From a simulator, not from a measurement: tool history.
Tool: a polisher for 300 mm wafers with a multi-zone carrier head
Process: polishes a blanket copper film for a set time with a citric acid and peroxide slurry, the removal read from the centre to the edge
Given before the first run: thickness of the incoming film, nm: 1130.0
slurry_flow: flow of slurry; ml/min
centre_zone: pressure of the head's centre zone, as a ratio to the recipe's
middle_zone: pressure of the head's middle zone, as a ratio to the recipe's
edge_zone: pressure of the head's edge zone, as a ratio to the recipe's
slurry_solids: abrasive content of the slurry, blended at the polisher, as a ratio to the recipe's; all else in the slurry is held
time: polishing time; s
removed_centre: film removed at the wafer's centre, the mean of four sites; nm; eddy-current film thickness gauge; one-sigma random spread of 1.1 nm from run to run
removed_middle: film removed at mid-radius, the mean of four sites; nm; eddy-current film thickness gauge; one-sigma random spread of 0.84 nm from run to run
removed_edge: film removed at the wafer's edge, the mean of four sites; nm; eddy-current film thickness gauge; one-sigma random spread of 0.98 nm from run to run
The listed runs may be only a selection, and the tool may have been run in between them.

run	day	slurry_flow	centre_zone	middle_zone	edge_zone	slurry_solids	time	removed_centre	removed_middle	removed_edge
1	0	230	1	1	1	1	65	169.1	162.34	161.96
2	0.046	230	1	1	1	1.1	65	170.13	167.87	164.65
3	0.342	230	1	1	1	1.1	80	206.79	202.53	207.73
4	0.704	230	0.99	1	0.99	1.05	73	187.48	186.93	184.62
5	0.996	230	0.95	1	0.99	1.05	73	181.02	184.61	186.05
6	1.275	230	0.95	1	0.98	1	67	159.73	166.97	169.53
7	1.3	225	0.97	1.01	0.97	0.95	62	149.92	156.96	153.73

Run 8 has not been measured yet. What should we expect?
8	1.65	220	1.05	0.92	0.87	0.7	44	?	?	?

Run 8 gave removed_centre 112.19 nm, removed_middle 96.487 nm, removed_edge 97.115 nm.
